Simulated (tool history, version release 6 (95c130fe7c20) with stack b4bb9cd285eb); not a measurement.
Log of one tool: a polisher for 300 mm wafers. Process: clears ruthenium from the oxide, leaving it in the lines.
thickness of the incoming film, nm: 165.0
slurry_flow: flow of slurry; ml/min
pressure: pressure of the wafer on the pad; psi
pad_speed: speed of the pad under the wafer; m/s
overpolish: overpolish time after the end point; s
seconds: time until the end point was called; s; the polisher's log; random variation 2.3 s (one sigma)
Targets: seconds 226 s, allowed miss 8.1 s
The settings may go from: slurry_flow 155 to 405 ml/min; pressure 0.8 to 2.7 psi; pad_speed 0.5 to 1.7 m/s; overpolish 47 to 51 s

{"run": 1, "day": 0.0, "slurry_flow": 260, "pressure": 1.7, "pad_speed": 1.1, "overpolish": 47, "seconds": 167.87}
{"run": 2, "day": 0.162, "slurry_flow": 260, "pressure": 1.6, "pad_speed": 1.1, "overpolish": 47, "seconds": 177.69}
{"run": 3, "day": 0.233, "slurry_flow": 260, "pressure": 1.4, "pad_speed": 1.1, "overpolish": 47, "seconds": 195.37}
{"run": 4, "day": 0.596, "slurry_flow": 300, "pressure": 1.4, "pad_speed": 1.1, "overpolish": 47, "seconds": 196.46}
{"run": 5, "day": 0.812, "slurry_flow": 300, "pressure": 1.6, "pad_speed": 1.1, "overpolish": 47, "seconds": 174.32}
{"run": 6, "day": 0.917, "slurry_flow": 300, "pressure": 1.6, "pad_speed": 1.36, "overpolish": 47, "seconds": 141.81}
{"run": 7, "day": 1.296, "slurry_flow": 300, "pressure": 1.4, "pad_speed": 1.34, "overpolish": 47, "seconds": 159.37}
{"run": 8, "day": 1.408, "slurry_flow": 300, "pressure": 1.3, "pad_speed": 1.32, "overpolish": 47, "seconds": 169.76}
{"run": 9, "day": 1.738, "slurry_flow": 300, "pressure": 1.2, "pad_speed": 1.3, "overpolish": 47, "seconds": 187.77}
{"run": 10, "day": 1.962, "slurry_flow": 300, "pressure": 1.1, "pad_speed": 1.3, "overpolish": 47, "seconds": 194.59}
{"run": 11, "day": 2.046, "slurry_flow": 300, "pressure": 1, "pad_speed": 1.3, "overpolish": 47, "seconds": 212.35}

Which of these 5 next moves meets every target?
{"run": "A", "day": 2.129, "slurry_flow": 320, "pressure": 1, "pad_speed": 1.34, "overpolish": 47, "seconds": "?"}
{"run": "B", "day": 2.129, "slurry_flow": 280, "pressure": 1, "pad_speed": 1.34, "overpolish": 47, "seconds": "?"}
{"run": "C", "day": 2.129, "slurry_flow": 205, "pressure": 0.9, "pad_speed": 1.38, "overpolish": 47, "seconds": "?"}
{"run": "D", "day": 2.129, "slurry_flow": 275, "pressure": 1.3, "pad_speed": 1.1, "overpolish": 51, "seconds": "?"}
{"run": "E", "day": 2.129, "slurry_flow": 310, "pressure": 0.9, "pad_speed": 1.4, "overpolish": 47, "seconds": "?"}

move=A seconds=208.29
move=B seconds=210.02
move=C seconds=224.84
move=D seconds=208.61
move=E seconds=215.88
A: further off than the last run
B: further off than the last run
C: meets every target
D: further off than the last run
E: nearer than the last run, and not there yet
Answer: C
